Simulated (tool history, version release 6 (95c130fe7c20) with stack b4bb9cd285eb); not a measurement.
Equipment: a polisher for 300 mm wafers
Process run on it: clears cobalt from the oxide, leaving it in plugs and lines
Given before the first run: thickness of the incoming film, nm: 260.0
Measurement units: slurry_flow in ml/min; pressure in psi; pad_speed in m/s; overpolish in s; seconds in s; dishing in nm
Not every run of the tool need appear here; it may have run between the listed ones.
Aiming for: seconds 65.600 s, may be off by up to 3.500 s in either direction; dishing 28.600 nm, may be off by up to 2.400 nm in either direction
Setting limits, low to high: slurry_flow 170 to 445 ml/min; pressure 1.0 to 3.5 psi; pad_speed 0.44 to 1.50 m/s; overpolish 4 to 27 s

run	hour	slurry_flow	pressure	pad_speed	overpolish	seconds	dishing
1	0.0	285	2.2	0.96	14	50.182	34.487
2	1.7	285	2.7	0.96	14	45.012	35.510
3	3.7	285	2.5	0.94	13	48.089	33.807
4	12.0	285	2.3	0.92	12	49.897	32.832
5	20.4	285	2.9	0.92	12	43.605	35.070
6	26.9	285	2.9	0.92	8	44.345	28.601
7	30.7	285	2.7	0.90	9	48.441	29.917
8	38.5	285	2.5	0.88	9	52.154	27.964
9	43.2	285	2.4	0.86	10	53.923	28.432
10	47.8	285	2.3	0.86	11	54.972	30.094
11	55.8	285	2.2	0.86	11	56.894	30.179
12	58.1	285	2.1	0.86	11	57.477	29.947

5 candidate next runs follow, results not yet known. Just one meets every target within its allowed miss. Identify it.
A	60.4	390	1.9	0.70	17	?	?
B	60.4	350	1.8	0.82	19	?	?
C	60.4	295	2.8	0.82	8	?	?
D	60.4	180	2.2	0.80	11	?	?
E	60.4	280	1.6	0.88	17	?	?

move	seconds	dishing
A	73.306	34.337
B	65.424	36.848
C	50.870	28.774
D	64.802	29.948
E	66.461	35.465
A: carries the result that was furthest off beyond its target, to the other side
B: brings the last run's worst result on target, with another outside its allowed miss
C: further off than the last run
D: meets every target
E: brings the last run's worst result on target, with another outside its allowed miss
So the answer is move D, the one that meets all the targets.

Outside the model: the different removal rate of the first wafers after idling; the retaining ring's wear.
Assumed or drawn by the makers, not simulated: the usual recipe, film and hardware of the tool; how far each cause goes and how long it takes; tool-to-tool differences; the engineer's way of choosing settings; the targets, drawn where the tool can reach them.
